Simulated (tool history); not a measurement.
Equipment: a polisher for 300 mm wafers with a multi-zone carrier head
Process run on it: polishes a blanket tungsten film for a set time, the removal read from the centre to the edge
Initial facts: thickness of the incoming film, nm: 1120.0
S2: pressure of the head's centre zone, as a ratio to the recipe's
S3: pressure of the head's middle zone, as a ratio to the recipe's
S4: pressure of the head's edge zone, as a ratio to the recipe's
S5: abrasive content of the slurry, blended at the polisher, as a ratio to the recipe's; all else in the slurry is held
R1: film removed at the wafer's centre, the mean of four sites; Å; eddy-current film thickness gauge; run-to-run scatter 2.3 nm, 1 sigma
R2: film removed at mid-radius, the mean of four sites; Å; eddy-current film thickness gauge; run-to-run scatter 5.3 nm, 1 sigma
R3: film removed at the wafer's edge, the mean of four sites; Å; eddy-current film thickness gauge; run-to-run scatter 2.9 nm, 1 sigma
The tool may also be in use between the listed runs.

{"run": 1, "day": 0.0, "flow of slurry (ml/min)": 250, "S2": 1, "S3": 1, "S4": 1, "S5": 1, "polishing time (s)": 48, "R1": 3239.3, "R2": 3235.4, "R3": 3142.2}
{"run": 2, "day": 0.088, "flow of slurry (ml/min)": 250, "S2": 0.92, "S3": 1, "S4": 1, "S5": 1, "polishing time (s)": 48, "R1": 2990.7, "R2": 3283.6, "R3": 3119.9}
{"run": 3, "day": 0.375, "flow of slurry (ml/min)": 255, "S2": 0.91, "S3": 1.01, "S4": 1.04, "S5": 1.15, "polishing time (s)": 49, "R1": 3135.5, "R2": 3359.1, "R3": 3355.7}
{"run": 4, "day": 0.675, "flow of slurry (ml/min)": 255, "S2": 0.91, "S3": 1.01, "S4": 1.04, "S5": 1.15, "polishing time (s)": 54, "R1": 3421.5, "R2": 3811.4, "R3": 3712.8}
{"run": 5, "day": 0.708, "flow of slurry (ml/min)": 255, "S2": 0.91, "S3": 1.01, "S4": 1.04, "S5": 1.35, "polishing time (s)": 54, "R1": 3594.7, "R2": 3858.3, "R3": 3826.7}
{"run": 6, "day": 0.762, "flow of slurry (ml/min)": 255, "S2": 0.9, "S3": 1.03, "S4": 1.06, "S5": 1.35, "polishing time (s)": 54, "R1": 3484.2, "R2": 3978.1, "R3": 3884.1}
{"run": 7, "day": 1.062, "flow of slurry (ml/min)": 260, "S2": 0.9, "S3": 1.03, "S4": 1.07, "S5": 1.35, "polishing time (s)": 54, "R1": 3535.7, "R2": 4002.6, "R3": 3868.7}
{"run": 8, "day": 1.404, "flow of slurry (ml/min)": 255, "S2": 0.89, "S3": 1.03, "S4": 1.09, "S5": 1.35, "polishing time (s)": 54, "R1": 3454.2, "R2": 3994.5, "R3": 3921.1}
{"run": 9, "day": 1.629, "flow of slurry (ml/min)": 260, "S2": 0.89, "S3": 1.03, "S4": 1.1, "S5": 1.35, "polishing time (s)": 54, "R1": 3539.1, "R2": 3872.3, "R3": 3907.7}

For run 10, what comes out?
{"run": 10, "day": 1.796, "flow of slurry (ml/min)": 255, "S2": 0.88, "S3": 1.04, "S4": 1.11, "S5": 1.4, "polishing time (s)": 54, "R1": "?", "R2": "?", "R3": "?"}

R1: 3469.9 Å
R2: 4096.2 Å
R3: 3960.3 Å

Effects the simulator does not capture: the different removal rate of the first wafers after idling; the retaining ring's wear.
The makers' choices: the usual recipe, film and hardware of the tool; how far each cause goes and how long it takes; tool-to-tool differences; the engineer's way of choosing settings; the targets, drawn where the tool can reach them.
